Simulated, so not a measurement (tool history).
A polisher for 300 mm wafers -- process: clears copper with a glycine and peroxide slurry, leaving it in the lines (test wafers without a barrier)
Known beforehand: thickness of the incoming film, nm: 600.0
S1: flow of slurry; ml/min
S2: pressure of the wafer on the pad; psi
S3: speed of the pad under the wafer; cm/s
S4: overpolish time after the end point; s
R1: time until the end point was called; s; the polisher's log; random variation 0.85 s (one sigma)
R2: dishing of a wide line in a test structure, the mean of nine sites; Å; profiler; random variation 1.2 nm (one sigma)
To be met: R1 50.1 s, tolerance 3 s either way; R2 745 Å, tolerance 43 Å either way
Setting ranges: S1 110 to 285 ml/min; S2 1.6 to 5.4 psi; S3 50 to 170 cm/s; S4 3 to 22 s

{"run": 1, "day": 0.0, "S1": 180, "S2": 3.5, "S3": 110, "S4": 11, "R1": 79.144, "R2": 546.73}
{"run": 2, "day": 0.038, "S1": 180, "S2": 3.5, "S3": 84, "S4": 11, "R1": 98.293, "R2": 467.96}
{"run": 3, "day": 0.179, "S1": 180, "S2": 3.5, "S3": 84, "S4": 14, "R1": 99.108, "R2": 567.17}
{"run": 4, "day": 0.425, "S1": 220, "S2": 3.5, "S3": 84, "S4": 14, "R1": 99.72, "R2": 570.97}
{"run": 5, "day": 0.596, "S1": 220, "S2": 3.7, "S3": 86, "S4": 14, "R1": 88.804, "R2": 602.09}
{"run": 6, "day": 0.712, "S1": 220, "S2": 3.9, "S3": 86, "S4": 14, "R1": 89.287, "R2": 618.36}
{"run": 7, "day": 0.988, "S1": 220, "S2": 4, "S3": 90, "S4": 14, "R1": 82.822, "R2": 643.33}
{"run": 8, "day": 1.325, "S1": 220, "S2": 4.1, "S3": 92, "S4": 14, "R1": 80.968, "R2": 670.04}
{"run": 9, "day": 1.654, "S1": 220, "S2": 4.2, "S3": 94, "S4": 14, "R1": 80.767, "R2": 692.06}
{"run": 10, "day": 1.796, "S1": 220, "S2": 4.3, "S3": 98, "S4": 13, "R1": 74.204, "R2": 680.53}
{"run": 11, "day": 1.821, "S1": 225, "S2": 5.3, "S3": 108, "S4": 9, "R1": 60.423, "R2": 604.34}
{"run": 12, "day": 1.958, "S1": 225, "S2": 5.3, "S3": 110, "S4": 9, "R1": 56.925, "R2": 607.19}
{"run": 13, "day": 2.196, "S1": 225, "S2": 5.3, "S3": 112, "S4": 9, "R1": 54.227, "R2": 625.28}

Which single option among these 5 for the next run brings every result within its allowed miss of target? Just one does.
{"run": "A", "day": 2.433, "S1": 240, "S2": 5.4, "S3": 138, "S4": 9, "R1": "?", "R2": "?"}
{"run": "B", "day": 2.433, "S1": 190, "S2": 5.3, "S3": 128, "S4": 8, "R1": "?", "R2": "?"}
{"run": "C", "day": 2.433, "S1": 230, "S2": 5.4, "S3": 122, "S4": 10, "R1": "?", "R2": "?"}
{"run": "D", "day": 2.433, "S1": 200, "S2": 5.4, "S3": 124, "S4": 9, "R1": "?", "R2": "?"}
{"run": "E", "day": 2.433, "S1": 250, "S2": 5.4, "S3": 136, "S4": 8, "R1": "?", "R2": "?"}

move=A R1=46.206 R2=743.7
move=B R1=51.357 R2=623.54
move=C R1=51.667 R2=741.38
move=D R1=51.713 R2=682.24
move=E R1=46.614 R2=673.94
A: meets the target for the result that was furthest off, but another lies outside its allowed miss
B: about as far from the targets as the last run
C: each result inside its tolerance
D: an improvement on the last run, though not all results are within tolerance
E: an improvement on the last run, though not all results are within tolerance
The move that meets every target is C.
